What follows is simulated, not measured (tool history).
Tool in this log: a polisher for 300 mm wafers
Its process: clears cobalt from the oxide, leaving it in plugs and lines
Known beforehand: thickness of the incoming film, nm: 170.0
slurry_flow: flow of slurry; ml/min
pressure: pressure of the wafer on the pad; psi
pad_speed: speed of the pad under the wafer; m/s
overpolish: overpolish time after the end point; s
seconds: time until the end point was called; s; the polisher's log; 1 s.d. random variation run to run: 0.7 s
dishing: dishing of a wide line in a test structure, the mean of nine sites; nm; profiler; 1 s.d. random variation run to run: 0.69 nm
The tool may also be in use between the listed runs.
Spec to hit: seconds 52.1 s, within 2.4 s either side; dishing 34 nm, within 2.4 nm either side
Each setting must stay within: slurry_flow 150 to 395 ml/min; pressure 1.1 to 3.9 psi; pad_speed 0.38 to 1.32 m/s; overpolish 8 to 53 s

run  hour  slurry_flow  pressure  pad_speed  overpolish  seconds  dishing
  1     0          250       2.5       0.84          27   39.223   61.202
  2   5.5          250       2.4       0.84          24   41.429    56.89
  3   6.9          250       2.7       0.84          24   36.571   61.317
  4  13.5          250       2.7       0.62          24   50.789   51.018
  5  19.5          250       2.7       0.62          22   51.105   49.534
  6  23.8          250       2.7       0.52          22   58.579   44.256
  7    29          255       2.7       0.52          20   58.442   39.944
  8  32.1          260       2.7       0.52          19   57.899   38.577

4 candidate next runs follow, results not yet known. Just one meets every target within its allowed miss. Identify it.
  A  35.2          240       2.1       0.64          26        ?        ?
  B  35.2          310       2.7        0.6          20        ?        ?
  C  35.2          275       2.7       0.44          22        ?        ?
  D  35.2          250       2.9       0.56          14        ?        ?

move  seconds  dishing
   A   61.722   45.113
   B    50.45   43.251
   C   68.392   37.357
   D   51.125   33.031
A: misses by more than the last run did
B: puts the biggest miss on target and leaves a different result outside tolerance
C: misses by more than the last run did
D: meets every target
D is the move that brings every result within its allowed miss.
